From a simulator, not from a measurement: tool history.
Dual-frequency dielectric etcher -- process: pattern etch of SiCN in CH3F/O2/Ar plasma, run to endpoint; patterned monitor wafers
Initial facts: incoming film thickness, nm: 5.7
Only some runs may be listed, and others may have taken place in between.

Run 1, day 0: source power (W) 370, bias power (W) 77. Result: endpoint time (s) 14.71.
Run 2, day 0.275: source power (W) 360, bias power (W) 76. Result: endpoint time (s) 14.85.
Run 3, day 0.546: source power (W) 390, bias power (W) 76. Result: endpoint time (s) 14.165.
Run 4, day 0.896: source power (W) 420, bias power (W) 76. Result: endpoint time (s) 13.886.
Run 5, day 0.983: source power (W) 480, bias power (W) 76. Result: endpoint time (s) 13.167.
Run 6, day 1.267: source power (W) 460, bias power (W) 74. Result: endpoint time (s) 13.595.

The next listed run, before its measurement:
Run 7, day 1.458: source power (W) 440, bias power (W) 73. Result: endpoint time (s) ?.

Run 7 yielded endpoint time (s) 13.678.
